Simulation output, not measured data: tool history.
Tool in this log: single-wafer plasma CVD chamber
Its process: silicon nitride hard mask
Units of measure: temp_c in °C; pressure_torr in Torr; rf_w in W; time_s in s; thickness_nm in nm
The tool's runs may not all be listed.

| run | day | temp_c | pressure_torr | rf_w | time_s | thickness_nm |
|---|---|---|---|---|---|---|
| 1 | 0.000 | 415 | 1.86 | 285 | 25.3 | 30.331 |
| 2 | 0.196 | 415 | 1.86 | 315 | 25.3 | 32.442 |
| 3 | 0.279 | 415 | 1.86 | 335 | 25.3 | 33.588 |
| 4 | 0.608 | 415 | 1.86 | 335 | 26.2 | 34.897 |
| 5 | 0.975 | 410 | 1.86 | 335 | 26.2 | 35.089 |
| 6 | 1.033 | 410 | 1.67 | 335 | 26.2 | 33.688 |
| 7 | 1.312 | 410 | 1.55 | 320 | 26.1 | 31.547 |

Run 8 has not been measured yet. What should we expect?
| 8 | 1.442 | 410 | 1.55 | 320 | 26.1 | ? |

{"run 8": {"thickness_nm": 31.219}}
